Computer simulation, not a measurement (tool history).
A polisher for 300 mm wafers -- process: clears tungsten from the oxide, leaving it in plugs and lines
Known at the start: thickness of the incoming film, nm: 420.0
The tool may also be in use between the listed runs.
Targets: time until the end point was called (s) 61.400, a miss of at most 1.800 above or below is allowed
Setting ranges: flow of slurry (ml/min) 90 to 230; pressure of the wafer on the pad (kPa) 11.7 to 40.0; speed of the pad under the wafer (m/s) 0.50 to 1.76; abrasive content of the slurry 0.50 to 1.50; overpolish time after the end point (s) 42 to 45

run	hour	flow of slurry (ml/min)	pressure of the wafer on the pad (kPa)	speed of the pad under the wafer (m/s)	abrasive content of the slurry	overpolish time after the end point (s)	time until the end point was called (s)
1	0.0	150	25.5	1.12	1.00	42	70.271
2	6.6	155	26.2	1.12	1.00	42	69.099
3	9.9	155	26.2	1.12	0.80	42	72.119
4	17.4	155	23.4	1.12	0.80	42	80.619
5	25.8	155	23.4	0.96	0.80	42	92.513
6	33.9	155	23.4	0.96	0.80	42	93.812
7	41.4	160	25.5	0.96	0.80	42	84.504
8	45.0	165	26.9	0.96	0.80	42	81.485
9	48.6	165	26.9	0.96	0.80	42	79.497
10	57.2	170	28.3	0.96	0.80	42	76.238

4 candidate next runs follow, results not yet known. Just one meets every target within its allowed miss. Identify it.
A	65.8	135	33.1	0.74	0.85	42	?
B	65.8	155	26.9	1.16	0.80	42	?
C	65.8	165	28.3	1.18	0.90	42	?
D	65.8	170	26.9	1.26	0.55	45	?

move	time until the end point was called (s)
A	86.598
B	67.666
C	61.299
D	65.700
A: the biggest miss grows against the last run
B: nearer the targets than the last run, but a result is still out of spec
C: all results in spec
D: nearer the targets than the last run, but a result is still out of spec
Move C is the one to make.
